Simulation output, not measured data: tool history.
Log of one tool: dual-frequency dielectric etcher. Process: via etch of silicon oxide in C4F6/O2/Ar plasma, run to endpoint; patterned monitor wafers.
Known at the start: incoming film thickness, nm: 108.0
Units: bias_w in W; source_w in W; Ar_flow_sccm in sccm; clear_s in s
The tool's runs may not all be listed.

run  hour  bias_w  source_w  Ar_flow_sccm  clear_s
  1   0.0     409       410           415   26.005
  2   5.3     440       420           411   24.734
  3   6.7     370       420           411   27.286
  4   9.7     404       420           411   25.500
  5  17.7     427       420           410   24.831
  6  22.9     444       420           409   24.468
  7  27.4     460       420           408   23.809
  8  34.6     471       420           407   23.567

The next listed run, before its measurement:
  9  41.4     480       420           406        ?

clear_s: 23.319 s
